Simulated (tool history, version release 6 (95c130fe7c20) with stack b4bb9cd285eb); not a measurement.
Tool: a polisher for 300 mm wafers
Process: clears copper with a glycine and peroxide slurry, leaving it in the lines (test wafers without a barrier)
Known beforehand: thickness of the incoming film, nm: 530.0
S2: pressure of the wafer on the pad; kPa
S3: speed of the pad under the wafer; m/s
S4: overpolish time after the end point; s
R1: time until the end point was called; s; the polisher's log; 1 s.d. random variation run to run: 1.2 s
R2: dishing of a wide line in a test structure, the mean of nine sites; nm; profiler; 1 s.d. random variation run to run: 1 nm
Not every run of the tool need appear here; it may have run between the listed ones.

{"run": 1, "hour": 0.0, "flow of slurry (ml/min)": 270, "S2": 22.8, "S3": 1.08, "S4": 16, "R1": 84.057, "R2": 59.963}
{"run": 2, "hour": 5.9, "flow of slurry (ml/min)": 270, "S2": 19.3, "S3": 1.08, "S4": 17, "R1": 95.242, "R2": 55.324}
{"run": 3, "hour": 11.4, "flow of slurry (ml/min)": 270, "S2": 17.2, "S3": 1.06, "S4": 18, "R1": 106.35, "R2": 53.002}
{"run": 4, "hour": 20.1, "flow of slurry (ml/min)": 270, "S2": 15.9, "S3": 1.06, "S4": 19, "R1": 114.96, "R2": 51.955}
{"run": 5, "hour": 24.3, "flow of slurry (ml/min)": 270, "S2": 15.9, "S3": 1.06, "S4": 14, "R1": 114.2, "R2": 39.053}
{"run": 6, "hour": 32.4, "flow of slurry (ml/min)": 225, "S2": 15.9, "S3": 1.06, "S4": 14, "R1": 117.4, "R2": 39.2}
{"run": 7, "hour": 40.9, "flow of slurry (ml/min)": 200, "S2": 11.7, "S3": 1.04, "S4": 22, "R1": 156.06, "R2": 46.021}

What does the tool deliver on the next run?
{"run": 8, "hour": 48.5, "flow of slurry (ml/min)": 200, "S2": 11.7, "S3": 1.04, "S4": 22, "R1": "?", "R2": "?"}

For run 8 the tool returned R1 155.310 s, R2 46.364 nm.

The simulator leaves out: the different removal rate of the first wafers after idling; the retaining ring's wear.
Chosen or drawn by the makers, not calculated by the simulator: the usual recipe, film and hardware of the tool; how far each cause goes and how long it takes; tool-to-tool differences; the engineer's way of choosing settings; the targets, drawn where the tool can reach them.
